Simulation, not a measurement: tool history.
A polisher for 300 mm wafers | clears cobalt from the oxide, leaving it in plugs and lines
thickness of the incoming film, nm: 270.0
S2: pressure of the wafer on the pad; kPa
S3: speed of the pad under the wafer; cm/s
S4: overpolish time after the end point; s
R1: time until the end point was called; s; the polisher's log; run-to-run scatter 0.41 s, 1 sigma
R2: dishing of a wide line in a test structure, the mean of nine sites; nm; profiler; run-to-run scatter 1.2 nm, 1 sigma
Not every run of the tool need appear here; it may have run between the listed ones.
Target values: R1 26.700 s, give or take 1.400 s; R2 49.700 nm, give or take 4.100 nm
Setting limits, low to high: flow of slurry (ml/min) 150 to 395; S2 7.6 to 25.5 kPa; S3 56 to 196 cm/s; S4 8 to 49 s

{"run": 1, "day": 0.0, "flow of slurry (ml/min)": 250, "S2": 16.5, "S3": 126, "S4": 25, "R1": 36.064, "R2": 56.698}
{"run": 2, "day": 0.104, "flow of slurry (ml/min)": 250, "S2": 17.2, "S3": 126, "S4": 22, "R1": 34.754, "R2": 55.378}
{"run": 3, "day": 0.154, "flow of slurry (ml/min)": 250, "S2": 17.9, "S3": 126, "S4": 20, "R1": 33.612, "R2": 54.098}
{"run": 4, "day": 0.321, "flow of slurry (ml/min)": 250, "S2": 14.5, "S3": 126, "S4": 20, "R1": 40.072, "R2": 50.116}
{"run": 5, "day": 0.558, "flow of slurry (ml/min)": 250, "S2": 15.2, "S3": 128, "S4": 18, "R1": 38.482, "R2": 51.332}
{"run": 6, "day": 0.679, "flow of slurry (ml/min)": 250, "S2": 15.2, "S3": 98, "S4": 18, "R1": 46.726, "R2": 46.122}
{"run": 7, "day": 0.983, "flow of slurry (ml/min)": 255, "S2": 16.5, "S3": 100, "S4": 16, "R1": 43.53, "R2": 47.061}
{"run": 8, "day": 1.054, "flow of slurry (ml/min)": 255, "S2": 17.9, "S3": 102, "S4": 15, "R1": 39.098, "R2": 47.18}
{"run": 9, "day": 1.275, "flow of slurry (ml/min)": 255, "S2": 18.6, "S3": 102, "S4": 14, "R1": 36.985, "R2": 46.358}
{"run": 10, "day": 1.454, "flow of slurry (ml/min)": 255, "S2": 18.6, "S3": 102, "S4": 14, "R1": 37.49, "R2": 44.368}
{"run": 11, "day": 1.779, "flow of slurry (ml/min)": 255, "S2": 19.3, "S3": 104, "S4": 15, "R1": 36.076, "R2": 49.493}
{"run": 12, "day": 2.15, "flow of slurry (ml/min)": 260, "S2": 20.0, "S3": 106, "S4": 14, "R1": 34.823, "R2": 48.542}

5 next moves are on the table. One of them brings every result within its allowed miss. Which?
{"run": "A", "day": 2.521, "flow of slurry (ml/min)": 235, "S2": 25.5, "S3": 108, "S4": 13, "R1": "?", "R2": "?"}
{"run": "B", "day": 2.521, "flow of slurry (ml/min)": 220, "S2": 23.4, "S3": 102, "S4": 22, "R1": "?", "R2": "?"}
{"run": "C", "day": 2.521, "flow of slurry (ml/min)": 340, "S2": 17.9, "S3": 132, "S4": 25, "R1": "?", "R2": "?"}
{"run": "D", "day": 2.521, "flow of slurry (ml/min)": 250, "S2": 16.5, "S3": 84, "S4": 20, "R1": "?", "R2": "?"}
{"run": "E", "day": 2.521, "flow of slurry (ml/min)": 235, "S2": 23.4, "S3": 124, "S4": 49, "R1": "?", "R2": "?"}

move=A R1=26.281 R2=50.797
move=B R1=29.930 R2=56.653
move=C R1=31.011 R2=57.628
move=D R1=47.774 R2=47.783
move=E R1=25.724 R2=60.658
A: every result lands within tolerance
B: nearer than the last run, and not there yet
C: nearer than the last run, and not there yet
D: its largest miss is bigger than the last run's
E: the worst result of the last run now meets its target, but another is out of spec
A is the move that brings every result within its allowed miss.

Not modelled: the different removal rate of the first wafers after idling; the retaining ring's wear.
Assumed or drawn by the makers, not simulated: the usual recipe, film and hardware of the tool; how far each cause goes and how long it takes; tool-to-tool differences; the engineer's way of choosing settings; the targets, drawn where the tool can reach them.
